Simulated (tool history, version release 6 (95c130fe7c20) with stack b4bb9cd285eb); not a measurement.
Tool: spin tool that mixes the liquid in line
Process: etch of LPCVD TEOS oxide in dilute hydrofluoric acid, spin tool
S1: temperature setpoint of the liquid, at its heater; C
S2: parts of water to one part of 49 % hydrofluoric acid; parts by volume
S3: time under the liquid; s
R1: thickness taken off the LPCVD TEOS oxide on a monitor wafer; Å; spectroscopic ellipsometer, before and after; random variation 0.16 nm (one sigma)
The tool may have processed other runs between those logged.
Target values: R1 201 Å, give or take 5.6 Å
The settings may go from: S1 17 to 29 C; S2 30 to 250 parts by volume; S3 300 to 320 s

run  hour    S1   S2   S3      R1
  1     0    21  140  300  309.15
  2   3.7    21  140  320  320.12
  3  12.7    21  140  320  329.65
  4  20.7  20.5  145  320  307.44
  5  27.7  23.5  145  320  340.28
  6  35.3    23  150  320   330.6
  7  43.9  22.5  155  320  307.45
  8  52.7    22  160  320  287.68
  9  57.8  21.5  160  320  285.24
 10  61.4    21  165  320  269.97
 11  62.5  20.5  165  320  267.45
 12  70.6    20  170  320  249.36
 13  78.7  19.5  170  320  244.68
 14  79.5    18  180  320  218.46

Exercise: of the 5 proposed moves below, exactly one satisfies all targets within the stated allowed misses. Which move is it?
  A  80.3    17  165  300   ?
  B  80.3    19  190  305   ?
  C  80.3    19  180  305   ?
  D  80.3  18.5  185  315   ?
  E  80.3    20  185  300   ?

move      R1
   A   215.6
   B   201.3
   C  214.56
   D  210.36
   E   212.5
A: closes in on the targets versus the last run, not all within tolerance yet
B: all results land within tolerance of their targets
C: closes in on the targets versus the last run, not all within tolerance yet
D: closes in on the targets versus the last run, not all within tolerance yet
E: closes in on the targets versus the last run, not all within tolerance yet
The right move is B.

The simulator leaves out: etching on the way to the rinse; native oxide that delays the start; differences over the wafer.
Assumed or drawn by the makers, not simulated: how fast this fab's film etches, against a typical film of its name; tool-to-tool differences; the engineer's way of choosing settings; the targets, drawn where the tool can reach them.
